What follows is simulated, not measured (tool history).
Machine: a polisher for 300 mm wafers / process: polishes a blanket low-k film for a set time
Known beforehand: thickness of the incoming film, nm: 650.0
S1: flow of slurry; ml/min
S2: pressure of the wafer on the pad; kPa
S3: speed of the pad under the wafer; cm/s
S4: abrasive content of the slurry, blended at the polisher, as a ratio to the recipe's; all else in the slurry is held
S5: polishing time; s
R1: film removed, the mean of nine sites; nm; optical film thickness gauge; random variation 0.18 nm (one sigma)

run    day   S1    S2  S3   S4  S5      R1
  1  0.000  205  13.8  82  1.0  92  30.953
  2  0.096  205  13.8  82  1.0  92  30.821
  3  0.258  205  13.1  82  1.0  92  29.711
  4  0.512  205  13.1  82  1.0  96  31.117
  5  0.671  205  13.1  82  1.0  96  30.914
  6  0.842  205  12.4  82  1.0  96  29.491

Run 7 comes next. What will it give?
  7  1.208  195  10.3  82  1.0  96   ?

R1: 25.659 nm

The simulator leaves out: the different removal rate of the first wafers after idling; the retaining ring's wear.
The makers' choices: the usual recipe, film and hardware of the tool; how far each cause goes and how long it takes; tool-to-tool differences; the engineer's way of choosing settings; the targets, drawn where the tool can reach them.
